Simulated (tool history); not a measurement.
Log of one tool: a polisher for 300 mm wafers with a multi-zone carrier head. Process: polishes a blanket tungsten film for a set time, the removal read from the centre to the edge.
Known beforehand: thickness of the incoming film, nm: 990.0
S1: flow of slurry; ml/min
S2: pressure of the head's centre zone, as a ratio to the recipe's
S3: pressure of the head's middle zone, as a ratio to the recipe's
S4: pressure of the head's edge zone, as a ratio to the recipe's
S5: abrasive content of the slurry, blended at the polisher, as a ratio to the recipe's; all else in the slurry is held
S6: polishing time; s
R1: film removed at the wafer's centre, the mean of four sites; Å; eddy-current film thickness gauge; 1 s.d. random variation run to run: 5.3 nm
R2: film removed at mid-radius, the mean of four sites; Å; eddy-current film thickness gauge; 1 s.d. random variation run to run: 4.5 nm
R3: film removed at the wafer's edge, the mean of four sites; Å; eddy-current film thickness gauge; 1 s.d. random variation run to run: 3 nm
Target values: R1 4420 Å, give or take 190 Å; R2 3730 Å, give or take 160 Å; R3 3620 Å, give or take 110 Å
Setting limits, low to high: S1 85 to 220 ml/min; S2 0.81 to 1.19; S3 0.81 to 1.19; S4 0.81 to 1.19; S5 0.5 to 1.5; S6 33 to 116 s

run	day	S1	S2	S3	S4	S5	S6	R1	R2	R3
1	0	140	1	1	1	1	74	3128.8	3254.5	3200.4
2	0.229	145	1.03	1	1.01	1	74	3298.6	3232.7	3190.5
3	0.571	150	1.04	1.01	1.02	1.05	74	3427	3371.7	3252.7
4	0.796	150	1.01	1.01	1.02	1.05	74	3364.2	3335	3236.2
5	0.846	150	1.01	1.01	1.02	0.9	74	3225.7	3177.5	3102.2
6	0.954	150	1.01	1.01	1.02	0.9	87	3814.4	3752.5	3703.1
7	1.204	155	1.02	1.01	1.02	0.9	87	3759.2	3785	3674.6
8	1.283	160	1.04	1.01	1.02	0.9	87	3894.9	3733.6	3696.9
9	1.462	165	1.06	1.01	1.02	0.9	87	4048.7	3869.5	3775.8
10	1.662	170	1.08	1.01	1.02	0.85	87	4094.4	3713.4	3651.7
11	1.983	170	1.09	1.01	1.02	0.85	87	4058	3724.5	3638.3
12	2.162	175	1.1	1.01	1.02	0.85	87	4108	3699.7	3622.8
13	2.325	175	1.11	1.01	1.02	0.85	87	4201.5	3765.8	3652.6
14	2.633	175	1.12	1.01	1.02	0.85	87	4319	3694.1	3648

Pick the move, out of 5, that brings all results within their allowed miss; only one does.
A	2.942	160	1.17	0.97	1	0.8	87	?	?	?
B	2.942	185	1.18	1.04	1.05	1	80	?	?	?
C	2.942	145	1.07	0.97	0.97	0.75	94	?	?	?
D	2.942	195	1.14	1.12	1.01	0.95	84	?	?	?
E	2.942	165	1.07	0.97	0.98	0.95	85	?	?	?

move	R1	R2	R3
A	4295.5	3526.7	3463.8
B	4439.7	3780.7	3583.4
C	4047.5	3646.9	3554.9
D	4467.9	4147.9	3656.3
E	4105.1	3687.1	3583.5
A: puts the biggest miss on target and leaves a different result outside tolerance
B: hits every target within its allowed miss
C: lands further from the targets than the last run did
D: puts the biggest miss on target and leaves a different result outside tolerance
E: lands further from the targets than the last run did
Correct choice: B, which meets every target
